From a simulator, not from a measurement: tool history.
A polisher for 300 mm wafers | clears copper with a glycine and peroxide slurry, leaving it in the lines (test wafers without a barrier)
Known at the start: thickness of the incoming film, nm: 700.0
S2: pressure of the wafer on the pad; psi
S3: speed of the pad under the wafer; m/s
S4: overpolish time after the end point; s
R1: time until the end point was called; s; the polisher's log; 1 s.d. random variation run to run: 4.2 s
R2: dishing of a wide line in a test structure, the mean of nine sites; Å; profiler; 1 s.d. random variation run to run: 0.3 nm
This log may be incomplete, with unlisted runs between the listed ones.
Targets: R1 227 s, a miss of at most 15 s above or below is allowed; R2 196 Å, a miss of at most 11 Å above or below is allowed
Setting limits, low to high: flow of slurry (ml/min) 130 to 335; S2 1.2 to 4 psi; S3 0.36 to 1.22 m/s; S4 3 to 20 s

Run 1, hour 0: flow of slurry (ml/min) 215, S2 2.6 psi, S3 0.78 m/s, S4 10 s. Result: R1 201.58 s, R2 264.63 Å.
Run 2, hour 4: flow of slurry (ml/min) 215, S2 3 psi, S3 0.78 m/s, S4 10 s. Result: R1 180.49 s, R2 285.56 Å.
Run 3, hour 9.5: flow of slurry (ml/min) 215, S2 3 psi, S3 0.86 m/s, S4 10 s. Result: R1 170.65 s, R2 312.12 Å.
Run 4, hour 13.3: flow of slurry (ml/min) 215, S2 3 psi, S3 0.86 m/s, S4 14 s. Result: R1 160.34 s, R2 404.44 Å.
Run 5, hour 17.3: flow of slurry (ml/min) 215, S2 2.8 psi, S3 0.82 m/s, S4 12 s. Result: R1 184.46 s, R2 337.97 Å.
Run 6, hour 22.3: flow of slurry (ml/min) 170, S2 2.8 psi, S3 0.82 m/s, S4 12 s. Result: R1 187.3 s, R2 328.04 Å.
Run 7, hour 29.5: flow of slurry (ml/min) 170, S2 2.7 psi, S3 0.8 m/s, S4 10 s. Result: R1 196.33 s, R2 272.18 Å.
Run 8, hour 36.5: flow of slurry (ml/min) 170, S2 2.6 psi, S3 0.78 m/s, S4 9 s. Result: R1 211.53 s, R2 233.47 Å.

Consider the 5 candidate settings below. Which is the only one whose results all fall within their allowed miss of target?
Run A, hour 43.5: flow of slurry (ml/min) 130, S2 2.5 psi, S3 0.74 m/s, S4 8 s. Result: R1 ?, R2 ?.
Run B, hour 43.5: flow of slurry (ml/min) 190, S2 2.6 psi, S3 0.66 m/s, S4 10 s. Result: R1 ?, R2 ?.
Run C, hour 43.5: flow of slurry (ml/min) 160, S2 2.7 psi, S3 0.86 m/s, S4 11 s. Result: R1 ?, R2 ?.
Run D, hour 43.5: flow of slurry (ml/min) 135, S2 3.2 psi, S3 0.56 m/s, S4 9 s. Result: R1 ?, R2 ?.
Run E, hour 43.5: flow of slurry (ml/min) 205, S2 2.5 psi, S3 0.6 m/s, S4 9 s. Result: R1 ?, R2 ?.

move      R1      R2
   A  223.42  191.05
   B  226.26   231.7
   C  184.67   300.1
   D  224.32  213.89
   E  246.61  194.93
A: every result lands within tolerance
B: just as far off the targets as the last run
C: its largest miss is bigger than the last run's
D: closes in on the targets versus the last run, not all within tolerance yet
E: the worst result of the last run now meets its target, but another is out of spec
Move A is the one to make.

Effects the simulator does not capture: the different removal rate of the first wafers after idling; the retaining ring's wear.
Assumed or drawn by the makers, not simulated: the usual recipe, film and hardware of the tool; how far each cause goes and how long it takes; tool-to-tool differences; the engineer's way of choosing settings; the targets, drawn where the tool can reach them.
